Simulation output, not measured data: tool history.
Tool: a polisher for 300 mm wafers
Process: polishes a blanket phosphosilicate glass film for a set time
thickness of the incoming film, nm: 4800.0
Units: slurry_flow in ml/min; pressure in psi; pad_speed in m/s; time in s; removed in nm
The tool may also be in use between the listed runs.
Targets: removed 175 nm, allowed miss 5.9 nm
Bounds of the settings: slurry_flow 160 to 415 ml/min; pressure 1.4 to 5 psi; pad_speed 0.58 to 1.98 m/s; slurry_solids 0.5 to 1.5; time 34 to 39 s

run	hour	slurry_flow	pressure	pad_speed	slurry_solids	time	removed
1	0	265	3.2	1.28	1	39	343.96
2	3	265	3.2	1.28	1	34	303.36
3	3.7	265	2.7	1.26	1	34	250.92
4	10.6	265	2.4	1.26	1	34	224.33
5	17.6	265	2.2	1.26	1	34	208.62
6	23.6	265	2.2	1.26	1	34	205.94
7	27.5	265	2.1	1.26	1	34	198.03
8	28.5	265	2	1.26	1	34	189.84

Which of these 5 next moves meets every target?
A	29.5	250	1.4	1.4	0.9	39	?
B	29.5	245	1.7	1.56	1.1	39	?
C	29.5	365	1.9	0.9	1.35	38	?
D	29.5	225	1.9	1.38	0.85	34	?
E	29.5	345	1.9	1.02	1.05	34	?

move	removed
A	158.59
B	222.43
C	190.42
D	175.92
E	165.82
A: takes the result that was furthest off past its target
B: further off than the last run
C: as far off as the last run
D: meets every target
E: takes the result that was furthest off past its target
Answer: D
